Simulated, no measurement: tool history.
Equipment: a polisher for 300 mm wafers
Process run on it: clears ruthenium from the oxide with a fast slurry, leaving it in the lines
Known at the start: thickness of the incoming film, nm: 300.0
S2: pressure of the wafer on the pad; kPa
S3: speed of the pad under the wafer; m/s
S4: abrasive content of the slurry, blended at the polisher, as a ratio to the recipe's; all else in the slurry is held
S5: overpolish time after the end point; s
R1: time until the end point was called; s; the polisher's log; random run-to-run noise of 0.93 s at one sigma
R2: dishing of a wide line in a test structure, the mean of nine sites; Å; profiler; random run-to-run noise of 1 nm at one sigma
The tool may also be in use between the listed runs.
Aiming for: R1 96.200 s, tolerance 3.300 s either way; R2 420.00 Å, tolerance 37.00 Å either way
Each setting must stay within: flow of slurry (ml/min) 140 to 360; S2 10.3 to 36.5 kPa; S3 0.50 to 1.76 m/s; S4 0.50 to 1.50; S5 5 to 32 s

Run 1, hour 0.0: flow of slurry (ml/min) 230, S2 23.4 kPa, S3 1.12 m/s, S4 1.00, S5 16 s. Result: R1 82.247 s, R2 466.06 Å.
Run 2, hour 7.0: flow of slurry (ml/min) 230, S2 23.4 kPa, S3 1.12 m/s, S4 1.00, S5 20 s. Result: R1 82.843 s, R2 580.44 Å.
Run 3, hour 14.3: flow of slurry (ml/min) 230, S2 23.4 kPa, S3 1.12 m/s, S4 0.90, S5 20 s. Result: R1 91.595 s, R2 503.41 Å.
Run 4, hour 18.7: flow of slurry (ml/min) 230, S2 23.4 kPa, S3 1.12 m/s, S4 0.90, S5 15 s. Result: R1 90.574 s, R2 413.29 Å.
Run 5, hour 21.4: flow of slurry (ml/min) 230, S2 23.4 kPa, S3 1.12 m/s, S4 1.00, S5 15 s. Result: R1 81.994 s, R2 466.88 Å.
Run 6, hour 24.8: flow of slurry (ml/min) 230, S2 23.4 kPa, S3 1.26 m/s, S4 1.00, S5 15 s. Result: R1 73.139 s, R2 489.49 Å.
At hour 26.6: slurry blender recalibrated.
Run 7, hour 26.6: flow of slurry (ml/min) 230, S2 22.1 kPa, S3 1.26 m/s, S4 1.00, S5 15 s. Result: R1 55.141 s, R2 625.67 Å.
Run 8, hour 34.3: flow of slurry (ml/min) 230, S2 24.1 kPa, S3 1.26 m/s, S4 1.00, S5 16 s. Result: R1 51.137 s, R2 646.86 Å.
Run 9, hour 39.5: flow of slurry (ml/min) 230, S2 22.1 kPa, S3 1.26 m/s, S4 1.00, S5 15 s. Result: R1 55.291 s, R2 617.17 Å.
Run 10, hour 46.7: flow of slurry (ml/min) 225, S2 15.2 kPa, S3 1.14 m/s, S4 1.00, S5 11 s. Result: R1 87.007 s, R2 335.40 Å.
Run 11, hour 51.5: flow of slurry (ml/min) 215, S2 13.1 kPa, S3 1.12 m/s, S4 1.00, S5 19 s. Result: R1 102.180 s, R2 469.36 Å.

Pick the move, out of 4, that brings all results within their allowed miss; only one does.
Run A, hour 56.3: flow of slurry (ml/min) 195, S2 15.2 kPa, S3 1.06 m/s, S4 1.00, S5 16 s. Result: R1 ?, R2 ?.
Run B, hour 56.3: flow of slurry (ml/min) 215, S2 15.9 kPa, S3 0.96 m/s, S4 1.00, S5 22 s. Result: R1 ?, R2 ?.
Run C, hour 56.3: flow of slurry (ml/min) 230, S2 11.0 kPa, S3 1.22 m/s, S4 1.05, S5 22 s. Result: R1 ?, R2 ?.
Run D, hour 56.3: flow of slurry (ml/min) 195, S2 15.2 kPa, S3 0.96 m/s, S4 1.00, S5 25 s. Result: R1 ?, R2 ?.

move       R1      R2
   A   96.639  419.09
   B  100.690  520.60
   C  108.170  492.97
   D  106.350  549.75
A: all results in spec
B: further off than the last run
C: further off than the last run
D: further off than the last run
Answer: A

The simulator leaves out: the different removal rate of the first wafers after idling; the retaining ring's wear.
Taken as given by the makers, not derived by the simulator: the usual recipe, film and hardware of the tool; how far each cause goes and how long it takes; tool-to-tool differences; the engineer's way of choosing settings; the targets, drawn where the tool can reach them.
